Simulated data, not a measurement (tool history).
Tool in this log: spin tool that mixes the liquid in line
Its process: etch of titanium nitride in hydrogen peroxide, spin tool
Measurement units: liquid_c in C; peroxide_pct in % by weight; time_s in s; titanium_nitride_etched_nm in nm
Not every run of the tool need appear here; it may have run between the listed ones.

{"run": 1, "hour": 0.0, "liquid_c": 55.0, "peroxide_pct": 15.5, "time_s": 185, "titanium_nitride_etched_nm": 15.881}
{"run": 2, "hour": 2.2, "liquid_c": 50.5, "peroxide_pct": 15.5, "time_s": 185, "titanium_nitride_etched_nm": 11.427}
{"run": 3, "hour": 9.1, "liquid_c": 50.5, "peroxide_pct": 17.5, "time_s": 185, "titanium_nitride_etched_nm": 11.647}
{"run": 4, "hour": 13.6, "liquid_c": 50.5, "peroxide_pct": 15.5, "time_s": 185, "titanium_nitride_etched_nm": 11.499}
{"run": 5, "hour": 21.0, "liquid_c": 47.5, "peroxide_pct": 15.5, "time_s": 185, "titanium_nitride_etched_nm": 9.2327}
{"run": 6, "hour": 24.4, "liquid_c": 47.5, "peroxide_pct": 12.5, "time_s": 185, "titanium_nitride_etched_nm": 8.7438}

Predict the results of run 7:
{"run": 7, "hour": 28.6, "liquid_c": 40.0, "peroxide_pct": 12.5, "time_s": 185, "titanium_nitride_etched_nm": "?"}

titanium_nitride_etched_nm: 5.0537 nm

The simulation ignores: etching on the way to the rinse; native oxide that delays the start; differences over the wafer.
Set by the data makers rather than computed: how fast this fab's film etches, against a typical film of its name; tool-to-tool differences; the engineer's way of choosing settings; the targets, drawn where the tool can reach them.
